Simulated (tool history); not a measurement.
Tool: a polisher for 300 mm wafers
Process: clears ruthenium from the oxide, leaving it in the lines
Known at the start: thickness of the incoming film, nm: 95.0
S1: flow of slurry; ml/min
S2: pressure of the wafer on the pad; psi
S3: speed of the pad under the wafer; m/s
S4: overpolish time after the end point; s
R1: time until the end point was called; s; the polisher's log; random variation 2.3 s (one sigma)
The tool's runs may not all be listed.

run    day   S1   S2    S3  S4      R1
  1  0.000  145  1.8  1.20  15  85.933
  2  0.358  145  1.8  1.20  15  89.048
  3  0.554  145  1.7  1.20  15  91.417
  4  0.729  145  1.7  1.36  15  82.126
  5  0.946  145  1.6  1.34  15  82.367
  6  1.325  145  1.6  1.34  15  84.490
  7  1.646  145  1.5  1.32  15  91.462

Forecast run 8:
  8  1.962  145  1.4  1.30  15   ?

Run 8 gave R1 95.971 s.
